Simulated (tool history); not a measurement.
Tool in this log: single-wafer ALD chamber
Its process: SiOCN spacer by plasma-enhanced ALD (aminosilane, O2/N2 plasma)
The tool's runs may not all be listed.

run,hour,heater temperature setpoint (deg C),number of ALD cycles (cycles),mean film thickness on the monitor wafer (angstrom)
1,0,380,45,27.526
2,2.5,384,45,27.412
3,10.1,384,42,25.713
4,16,380,42,25.327
5,18.8,381,46,28.119
6,22.8,381,42,25.694
7,28.9,381,46,28.048
8,36.1,381,49,29.771
9,41,381,51,31.018

The next listed run, before its measurement:
10,42.7,381,53,?

mean film thickness on the monitor wafer (angstrom): 32.29
